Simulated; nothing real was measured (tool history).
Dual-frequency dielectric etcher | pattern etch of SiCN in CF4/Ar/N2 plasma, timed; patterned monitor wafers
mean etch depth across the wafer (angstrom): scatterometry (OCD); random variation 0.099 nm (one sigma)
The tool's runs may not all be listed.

| run | hour | source power (kW) | bias power (kW) | Ar flow (sccm) | CF4 flow (sccm) | etch time (s) | mean etch depth across the wafer (angstrom) |
|---|---|---|---|---|---|---|---|
| 1 | 0 | 0.33 | 0.074 | 72 | 61 | 65.5 | 473.99 |
| 2 | 5.4 | 0.33 | 0.074 | 72 | 61 | 60 | 433.12 |
| 3 | 6.1 | 0.37 | 0.074 | 72 | 61 | 60 | 484.4 |
| 4 | 9.1 | 0.34 | 0.074 | 72 | 61 | 60 | 446.9 |
| 5 | 13.2 | 0.34 | 0.074 | 72 | 71 | 60 | 457.12 |
| 6 | 17.3 | 0.32 | 0.074 | 72 | 71 | 60 | 432.01 |
| 7 | 23.3 | 0.3 | 0.074 | 72 | 71 | 60 | 403.53 |
| 8 | 28.2 | 0.29 | 0.074 | 72 | 71 | 60 | 392.29 |
| 9 | 32.1 | 0.28 | 0.074 | 72 | 71 | 60 | 377.86 |
| 10 | 36.6 | 0.27 | 0.074 | 72 | 71 | 60 | 365.62 |
| 11 | 37.4 | 0.26 | 0.074 | 72 | 71 | 60 | 351.3 |
| 12 | 38.8 | 0.24 | 0.074 | 72 | 71 | 60 | 327.43 |
| 13 | 47.2 | 0.23 | 0.074 | 72 | 71 | 60 | 312.32 |
| 14 | 50.2 | 0.24 | 0.074 | 72 | 71 | 60 | 326.38 |

The next listed run, before its measurement:
| 15 | 57.2 | 0.23 | 0.074 | 72 | 71 | 60 | ? |

mean etch depth across the wafer (angstrom): 312.89

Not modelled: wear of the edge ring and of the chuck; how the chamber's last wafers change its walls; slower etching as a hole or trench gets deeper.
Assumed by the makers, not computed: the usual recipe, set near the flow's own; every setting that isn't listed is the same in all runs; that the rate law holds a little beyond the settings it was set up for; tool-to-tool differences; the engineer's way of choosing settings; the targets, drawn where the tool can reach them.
